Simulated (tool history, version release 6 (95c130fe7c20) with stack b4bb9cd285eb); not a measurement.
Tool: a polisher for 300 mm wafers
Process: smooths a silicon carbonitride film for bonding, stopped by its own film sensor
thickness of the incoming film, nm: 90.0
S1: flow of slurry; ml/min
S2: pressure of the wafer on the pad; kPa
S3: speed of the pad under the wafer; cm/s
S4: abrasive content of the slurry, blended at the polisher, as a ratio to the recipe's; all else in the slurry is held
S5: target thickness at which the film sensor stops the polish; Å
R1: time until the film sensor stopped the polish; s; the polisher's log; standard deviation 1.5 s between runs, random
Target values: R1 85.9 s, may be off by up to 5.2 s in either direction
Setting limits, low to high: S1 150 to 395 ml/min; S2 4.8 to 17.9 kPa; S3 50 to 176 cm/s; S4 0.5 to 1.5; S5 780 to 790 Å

{"run": 1, "hour": 0.0, "S1": 250, "S2": 11, "S3": 112, "S4": 1, "S5": 780, "R1": 48.089}
{"run": 2, "hour": 8.6, "S1": 250, "S2": 9.7, "S3": 110, "S4": 1, "S5": 780, "R1": 58.349}
{"run": 3, "hour": 16.6, "S1": 250, "S2": 9, "S3": 110, "S4": 1, "S5": 780, "R1": 59.784}
{"run": 4, "hour": 19.2, "S1": 225, "S2": 9, "S3": 110, "S4": 1, "S5": 780, "R1": 61.54}
{"run": 5, "hour": 21.6, "S1": 225, "S2": 10.3, "S3": 110, "S4": 1, "S5": 780, "R1": 54.403}
{"run": 6, "hour": 29.8, "S1": 260, "S2": 10.3, "S3": 110, "S4": 1, "S5": 780, "R1": 53.073}
{"hour": 36.1, "done": "worn pad replaced by a new one"}
{"run": 7, "hour": 36.1, "S1": 260, "S2": 9, "S3": 108, "S4": 1, "S5": 780, "R1": 58.396}
{"run": 8, "hour": 41.9, "S1": 255, "S2": 5.5, "S3": 88, "S4": 0.95, "S5": 780, "R1": 111.42}

Which of these 5 next moves meets every target?
{"run": "A", "hour": 47.7, "S1": 350, "S2": 6.9, "S3": 118, "S4": 0.75, "S5": 780, "R1": "?"}
{"run": "B", "hour": 47.7, "S1": 330, "S2": 5.5, "S3": 116, "S4": 1.05, "S5": 790, "R1": "?"}
{"run": "C", "hour": 47.7, "S1": 350, "S2": 4.8, "S3": 74, "S4": 0.85, "S5": 780, "R1": "?"}
{"run": "D", "hour": 47.7, "S1": 245, "S2": 6.2, "S3": 86, "S4": 1, "S5": 780, "R1": "?"}
{"run": "E", "hour": 47.7, "S1": 290, "S2": 6.2, "S3": 92, "S4": 0.9, "S5": 780, "R1": "?"}

move=A R1=82.549
move=B R1=72.437
move=C R1=149.33
move=D R1=95.361
move=E R1=95.998
A: every result within its allowed miss
B: takes the biggest miss from the last run beyond its target
C: lands further from the targets than the last run did
D: an improvement on the last run, though not all results are within tolerance
E: an improvement on the last run, though not all results are within tolerance
The right move is A.

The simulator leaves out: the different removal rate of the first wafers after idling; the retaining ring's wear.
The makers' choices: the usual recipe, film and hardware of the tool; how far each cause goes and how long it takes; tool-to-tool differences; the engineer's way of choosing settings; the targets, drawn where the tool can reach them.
